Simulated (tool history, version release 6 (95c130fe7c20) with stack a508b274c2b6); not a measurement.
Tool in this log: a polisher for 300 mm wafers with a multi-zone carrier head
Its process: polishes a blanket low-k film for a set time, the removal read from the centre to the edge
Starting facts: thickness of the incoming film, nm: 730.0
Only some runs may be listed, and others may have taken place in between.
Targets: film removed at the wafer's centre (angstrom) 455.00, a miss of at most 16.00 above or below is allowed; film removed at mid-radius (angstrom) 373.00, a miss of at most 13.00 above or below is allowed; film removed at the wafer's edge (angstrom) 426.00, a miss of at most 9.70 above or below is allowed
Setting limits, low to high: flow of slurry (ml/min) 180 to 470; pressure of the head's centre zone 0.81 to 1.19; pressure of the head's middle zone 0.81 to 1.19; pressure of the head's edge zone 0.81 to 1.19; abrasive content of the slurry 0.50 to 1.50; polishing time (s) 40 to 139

run  hour  flow of slurry (ml/min)  pressure of the head's centre zone  pressure of the head's middle zone  pressure of the head's edge zone  abrasive content of the slurry  polishing time (s)  film removed at the wafer's centre (angstrom)  film removed at mid-radius (angstrom)  film removed at the wafer's edge (angstrom)
  1   0.0                      300                                1.00                                1.00                              1.00                            1.00                  89                                         296.83                                 306.30                                       300.30
  2   8.0                      300                                1.00                                1.00                              1.00                            1.00                  99                                         334.35                                 338.80                                       335.07
  3  12.2                      300                                1.08                                1.00                              1.00                            1.00                  99                                         360.23                                 344.21                                       330.98
  4  20.2                      300                                1.08                                1.00                              1.00                            0.85                  99                                         346.94                                 321.04                                       321.02
  5  22.4                      310                                1.10                                0.95                              1.06                            1.00                 101                                         371.85                                 331.54                                       355.07
  6  30.7                      325                                1.13                                0.94                              1.09                            1.10                 102                                         401.37                                 343.24                                       374.61
  7  36.3                      330                                1.14                                0.94                              1.12                            1.20                 102                                         412.63                                 351.41                                       384.75
  8  45.2                      335                                1.15                                0.93                              1.14                            1.30                 102                                         423.76                                 357.59                                       398.19

5 next moves are on the table. One of them brings every result within its allowed miss. Which?
  A  54.1                      365                                1.10                                0.83                              1.19                            1.40                 110                                              ?                                      ?                                            ?
  B  54.1                      355                                1.18                                0.81                              1.19                            1.20                 111                                              ?                                      ?                                            ?
  C  54.1                      470                                1.16                                0.91                              1.17                            1.00                 113                                              ?                                      ?                                            ?
  D  54.1                      320                                1.19                                0.90                              1.17                            1.40                 102                                              ?                                      ?                                            ?
  E  54.1                      415                                1.17                                1.06                              0.97                            1.15                 101                                              ?                                      ?                                            ?

move  film removed at the wafer's centre (angstrom)  film removed at mid-radius (angstrom)  film removed at the wafer's edge (angstrom)
   A                                         439.60                                 353.99                                       452.56
   B                                         453.48                                 334.83                                       437.17
   C                                         442.06                                 364.20                                       425.71
   D                                         434.13                                 346.83                                       411.97
   E                                         410.59                                 381.48                                       357.05
A: moves the result that the last run missed by most past its target, out the other side
B: moves the result that the last run missed by most past its target, out the other side
C: hits every target within its allowed miss
D: nearer the targets than the last run, but a result is still out of spec
E: misses by more than the last run did
C meets every target.
